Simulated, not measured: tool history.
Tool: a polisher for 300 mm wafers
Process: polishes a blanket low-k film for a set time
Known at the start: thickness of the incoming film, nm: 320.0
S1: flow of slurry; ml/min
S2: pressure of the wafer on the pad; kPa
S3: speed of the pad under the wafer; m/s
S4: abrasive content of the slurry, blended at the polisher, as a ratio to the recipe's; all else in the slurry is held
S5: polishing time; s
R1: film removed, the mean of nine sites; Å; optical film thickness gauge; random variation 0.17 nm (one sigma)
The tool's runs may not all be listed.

run  hour   S1    S2    S3  S4  S5      R1
  1     0  240  13.1  1.08   1  92  363.88
  2   5.3  240  13.1  1.08   1  92  361.12
  3   8.5  240  13.1  0.86   1  92  302.59
  4  12.4  240  12.4  0.86   1  92  281.72
  5  16.4  240  12.4  0.86   1  92  279.77
  6  18.2  240  12.4  0.68   1  92  232.22

What does the tool deliver on the next run?
  7  20.2  235  12.4  0.68   1  92   ?

R1: 234.4 Å
